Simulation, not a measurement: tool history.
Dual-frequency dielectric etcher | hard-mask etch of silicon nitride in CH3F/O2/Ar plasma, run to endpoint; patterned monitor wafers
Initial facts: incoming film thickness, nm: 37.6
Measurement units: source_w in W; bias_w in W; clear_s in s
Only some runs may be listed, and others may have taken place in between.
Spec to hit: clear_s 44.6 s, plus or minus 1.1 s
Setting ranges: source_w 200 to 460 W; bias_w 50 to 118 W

run 1 hour=0 | source_w=330 bias_w=84 | clear_s=50.68
run 2 hour=2 | source_w=330 bias_w=97 | clear_s=48.554
run 3 hour=4.5 | source_w=310 bias_w=97 | clear_s=49.594
run 4 hour=10.8 | source_w=280 bias_w=97 | clear_s=52.748
run 5 hour=16 | source_w=310 bias_w=99 | clear_s=49.677
run 6 hour=23 | source_w=330 bias_w=100 | clear_s=47.819
run 7 hour=24 | source_w=340 bias_w=101 | clear_s=47.174
run 8 hour=32.7 | source_w=350 bias_w=102 | clear_s=45.934

5 candidate next runs follow, results not yet known. Just one meets every target within its allowed miss. Identify it.
run A hour=41.4 | source_w=340 bias_w=98 | clear_s=?
run B hour=41.4 | source_w=370 bias_w=104 | clear_s=?
run C hour=41.4 | source_w=320 bias_w=104 | clear_s=?
run D hour=41.4 | source_w=400 bias_w=111 | clear_s=?
run E hour=41.4 | source_w=340 bias_w=94 | clear_s=?

move=A clear_s=47.307
move=B clear_s=44.533
move=C clear_s=47.861
move=D clear_s=42.014
move=E clear_s=47.926
A: moves away from the targets compared with the last run
B: each result inside its tolerance
C: moves away from the targets compared with the last run
D: pushes the last run's worst result past its target
E: moves away from the targets compared with the last run
The right move is B.
